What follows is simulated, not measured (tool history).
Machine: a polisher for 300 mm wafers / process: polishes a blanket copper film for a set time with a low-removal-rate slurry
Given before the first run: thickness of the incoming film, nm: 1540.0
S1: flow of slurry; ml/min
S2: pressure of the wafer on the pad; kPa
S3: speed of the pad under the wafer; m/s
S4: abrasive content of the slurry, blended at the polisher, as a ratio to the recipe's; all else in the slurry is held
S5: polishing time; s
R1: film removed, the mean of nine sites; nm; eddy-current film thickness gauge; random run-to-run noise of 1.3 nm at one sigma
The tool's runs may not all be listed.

run  hour   S1    S2    S3    S4  S5      R1
  1   0.0  270  22.1  1.02  1.00  22  66.125
  2   7.4  270  22.1  1.02  1.15  22  67.044
  3   9.5  270  22.1  0.86  1.15  22  58.323
  4  12.6  270  22.1  0.86  0.95  22  54.175
  5  20.1  240  22.1  0.86  0.95  22  53.830
  6  27.8  240  22.1  0.86  0.80  22  52.794

Predict the results of run 7:
  7  29.2  240  23.4  0.88  0.80  22   ?

R1: 57.171 nm
